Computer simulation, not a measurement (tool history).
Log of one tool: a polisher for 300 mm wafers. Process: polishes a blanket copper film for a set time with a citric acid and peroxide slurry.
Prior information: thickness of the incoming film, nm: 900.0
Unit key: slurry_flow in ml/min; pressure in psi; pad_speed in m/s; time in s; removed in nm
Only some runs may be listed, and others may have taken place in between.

run  hour  slurry_flow  pressure  pad_speed  slurry_solids  time  removed
  1   0.0          190       3.1       1.12            1.0    79   212.92
  2   6.2          190       3.1       0.96            1.0    79   184.83
  3  11.2          235       3.1       0.96            1.0    79   186.75
  4  19.1          235       2.7       0.86            1.0    79   148.38
  5  25.8          235       2.4       0.80            1.0    79   127.48
  6  34.0          235       2.2       0.76            1.0    79   113.17

Forecast run 7:
  7  38.0          235       2.0       0.74            1.0    79        ?

Run 7 produced removed 101.97 nm.
